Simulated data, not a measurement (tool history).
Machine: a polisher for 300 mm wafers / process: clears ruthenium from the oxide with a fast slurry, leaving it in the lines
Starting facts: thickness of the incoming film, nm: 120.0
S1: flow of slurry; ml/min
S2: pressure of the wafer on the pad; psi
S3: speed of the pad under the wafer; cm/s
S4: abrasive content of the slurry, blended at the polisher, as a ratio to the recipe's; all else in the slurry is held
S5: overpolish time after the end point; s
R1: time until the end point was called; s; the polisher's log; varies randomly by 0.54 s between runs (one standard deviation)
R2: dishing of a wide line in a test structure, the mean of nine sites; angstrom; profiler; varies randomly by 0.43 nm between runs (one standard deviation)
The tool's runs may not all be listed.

| run | day | S1 | S2 | S3 | S4 | S5 | R1 | R2 |
|---|---|---|---|---|---|---|---|---|
| 1 | 0 | 125 | 3.1 | 88 | 1 | 9 | 28.316 | 315.88 |
| 2 | 0.371 | 120 | 2.8 | 86 | 1 | 10 | 31.892 | 303.39 |
| 3 | 0.533 | 115 | 2.5 | 84 | 1 | 11 | 36.065 | 290.77 |
| 4 | 0.758 | 115 | 2.5 | 102 | 1 | 11 | 31.661 | 341.01 |
| 5 | 1.129 | 115 | 2.5 | 102 | 1 | 15 | 31.395 | 445.29 |
| 6 | 1.346 | 115 | 2.5 | 102 | 1.2 | 15 | 29.221 | 448.64 |
| 7 | 1.429 | 110 | 2.3 | 96 | 1.2 | 15 | 33.542 | 426.91 |
| 8 | 1.517 | 110 | 2.1 | 92 | 1.2 | 15 | 37.964 | 380.14 |
| 9 | 1.854 | 110 | 2.1 | 92 | 1.2 | 15 | 38.008 | 375.11 |
| 10 | 2.162 | 105 | 2 | 90 | 1.2 | 15 | 41.03 | 350.6 |
| 11 | 2.271 | 100 | 1.9 | 88 | 1.2 | 15 | 44.31 | 321.61 |

Estimate the outcome of run 12 from the log above:
| 12 | 2.483 | 95 | 1.8 | 88 | 1.2 | 15 | ? | ? |

R1: 46.152 s
R2: 302.94 angstrom

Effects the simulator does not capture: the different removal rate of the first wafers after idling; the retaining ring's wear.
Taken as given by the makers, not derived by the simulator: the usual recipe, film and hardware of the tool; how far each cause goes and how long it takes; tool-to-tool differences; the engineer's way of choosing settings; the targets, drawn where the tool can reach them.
